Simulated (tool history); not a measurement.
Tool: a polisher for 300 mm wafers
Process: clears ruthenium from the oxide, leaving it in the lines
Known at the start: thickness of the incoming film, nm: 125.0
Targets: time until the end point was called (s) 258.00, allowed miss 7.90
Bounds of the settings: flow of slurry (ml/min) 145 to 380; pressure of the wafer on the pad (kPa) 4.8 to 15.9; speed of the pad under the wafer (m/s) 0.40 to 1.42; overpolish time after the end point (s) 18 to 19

run  hour  flow of slurry (ml/min)  pressure of the wafer on the pad (kPa)  speed of the pad under the wafer (m/s)  overpolish time after the end point (s)  time until the end point was called (s)
  1   0.0                      245                                    10.3                                    0.90                                       18                                   181.40
  2   2.0                      275                                    10.3                                    0.90                                       18                                   177.72
  3   8.8                      275                                    12.4                                    0.90                                       18                                   152.00
  4   9.7                      275                                    12.4                                    0.90                                       19                                   151.19
  5  15.9                      215                                    12.4                                    0.90                                       19                                   154.98
  6  19.4                      215                                    11.7                                    0.90                                       19                                   164.45
  7  21.5                      210                                     9.0                                    0.88                                       19                                   212.41
  8  22.1                      210                                     9.0                                    0.88                                       19                                   214.78
  9  30.4                      205                                     6.9                                    0.88                                       19                                   268.93
 10  38.9                      215                                     7.6                                    0.88                                       19                                   247.57
 11  45.3                      210                                     6.9                                    0.88                                       19                                   269.07
 12  52.8                      210                                     7.6                                    0.88                                       19                                   245.36
 13  55.6                      210                                     6.9                                    0.88                                       19                                   267.34

5 next moves are on the table. One of them brings every result within its allowed miss. Which?
  A  58.4                      245                                     6.2                                    0.92                                       18                                        ?
  B  58.4                      195                                     5.5                                    1.04                                       19                                        ?
  C  58.4                      265                                     9.7                                    0.70                                       18                                        ?
  D  58.4                      230                                     6.9                                    0.90                                       18                                        ?
  E  58.4                      255                                     6.9                                    0.82                                       19                                        ?

move  time until the end point was called (s)
   A                                   271.71
   B                                   275.42
   C                                   236.85
   D                                   255.80
   E                                   275.44
A: further off than the last run
B: further off than the last run
C: takes the result that was furthest off past its target
D: meets every target
E: further off than the last run
The right move is D.
